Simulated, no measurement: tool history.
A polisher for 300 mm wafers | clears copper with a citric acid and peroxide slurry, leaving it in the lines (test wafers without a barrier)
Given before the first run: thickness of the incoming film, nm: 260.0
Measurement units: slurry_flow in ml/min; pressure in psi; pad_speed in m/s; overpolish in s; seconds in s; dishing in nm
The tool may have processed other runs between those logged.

run	day	slurry_flow	pressure	pad_speed	slurry_solids	overpolish	seconds	dishing
1	0.000	130	4.0	0.86	1.00	17	83.305	28.041
2	0.375	130	3.2	0.86	1.00	17	92.624	26.268
3	0.721	130	3.9	0.86	1.00	17	87.461	29.199
4	1.067	130	4.1	0.86	1.00	17	80.935	28.510
# day 1.092: slurry blender recalibrated
5	1.092	130	4.1	0.86	1.15	17	77.699	30.000
6	1.375	130	4.1	1.04	1.15	17	68.005	32.990

Forecast run 7:
7	1.738	130	4.1	1.04	1.15	18	?	?

seconds: 66.049 s
dishing: 33.699 nm
